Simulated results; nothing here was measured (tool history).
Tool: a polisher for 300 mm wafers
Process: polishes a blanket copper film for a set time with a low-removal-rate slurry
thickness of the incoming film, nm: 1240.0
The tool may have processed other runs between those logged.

run  hour  flow of slurry (ml/min)  pressure of the wafer on the pad (psi)  speed of the pad under the wafer (m/s)  abrasive content of the slurry  polishing time (s)  film removed (Å)
  1   0.0                      235                                     2.7                                    1.00                             1.0                  47           1276.50
  2   7.2                      235                                     2.3                                    1.00                             1.0                  47           1102.50
  3  13.7                      285                                     2.3                                    1.00                             1.0                  47           1118.60
  4  16.2                      235                                     2.3                                    1.00                             1.0                  47           1086.80
  5  18.5                      235                                     2.2                                    1.00                             1.0                  47           1040.40
  6  20.3                      235                                     2.1                                    1.00                             1.0                  47            981.05
     24.5  -- head pressure recalibrated
  7  24.5                      235                                     2.0                                    1.00                             1.0                  47           1032.60
  8  30.8                      235                                     1.9                                    0.98                             1.0                  47            982.34

Estimate the outcome of run 9 from the log above:
  9  37.6                      235                                     1.8                                    0.98                             1.0                  47                 ?

film removed (Å): 918.43

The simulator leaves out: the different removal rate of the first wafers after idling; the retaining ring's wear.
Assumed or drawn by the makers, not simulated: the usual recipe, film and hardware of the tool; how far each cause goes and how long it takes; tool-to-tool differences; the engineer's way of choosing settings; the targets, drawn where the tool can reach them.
